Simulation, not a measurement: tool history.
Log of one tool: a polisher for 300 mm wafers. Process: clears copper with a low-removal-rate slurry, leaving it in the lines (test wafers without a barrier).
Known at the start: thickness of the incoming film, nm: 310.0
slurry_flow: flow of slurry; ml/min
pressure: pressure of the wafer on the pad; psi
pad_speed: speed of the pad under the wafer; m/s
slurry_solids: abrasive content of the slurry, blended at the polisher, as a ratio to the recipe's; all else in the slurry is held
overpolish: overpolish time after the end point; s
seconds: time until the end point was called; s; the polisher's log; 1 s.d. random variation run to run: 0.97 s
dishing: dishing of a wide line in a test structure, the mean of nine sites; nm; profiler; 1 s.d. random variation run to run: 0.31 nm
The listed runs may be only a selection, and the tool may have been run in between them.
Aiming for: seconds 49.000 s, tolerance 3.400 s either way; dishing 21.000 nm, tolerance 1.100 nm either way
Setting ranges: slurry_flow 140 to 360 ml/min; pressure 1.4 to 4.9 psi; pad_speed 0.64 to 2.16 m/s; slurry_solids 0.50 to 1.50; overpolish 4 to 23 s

run	day	slurry_flow	pressure	pad_speed	slurry_solids	overpolish	seconds	dishing
1	0.000	230	3.1	1.40	1.00	12	77.260	37.796
2	0.271	230	3.1	1.40	1.00	7	73.648	23.711
3	0.558	230	3.2	1.46	1.00	6	70.897	21.712
4	0.650	230	3.2	1.46	1.00	4	69.493	15.093
5	0.754	230	3.2	1.34	1.00	4	76.625	14.145
6	0.838	230	3.2	1.68	1.00	4	64.024	16.936
7	0.896	230	3.5	1.70	1.00	4	52.884	18.830
8	1.079	230	3.6	1.72	1.00	4	52.892	19.084

Next run, 5 choices. One meets every target within its allowed miss, the rest don't. Which?
A	1.262	220	3.5	1.56	0.90	5	?	?
B	1.262	240	3.4	1.70	0.85	4	?	?
C	1.262	330	3.6	1.56	1.10	5	?	?
D	1.262	170	3.9	1.86	0.90	4	?	?
E	1.262	250	3.2	1.74	1.05	5	?	?

move	seconds	dishing
A	60.886	21.032
B	57.951	17.874
C	53.743	23.615
D	47.862	21.426
E	56.348	22.545
A: puts the biggest miss on target and leaves a different result outside tolerance
B: moves away from the targets compared with the last run
C: carries the result that was furthest off beyond its target, to the other side
D: every result lands within tolerance
E: carries the result that was furthest off beyond its target, to the other side
Go with D: it meets all targets.

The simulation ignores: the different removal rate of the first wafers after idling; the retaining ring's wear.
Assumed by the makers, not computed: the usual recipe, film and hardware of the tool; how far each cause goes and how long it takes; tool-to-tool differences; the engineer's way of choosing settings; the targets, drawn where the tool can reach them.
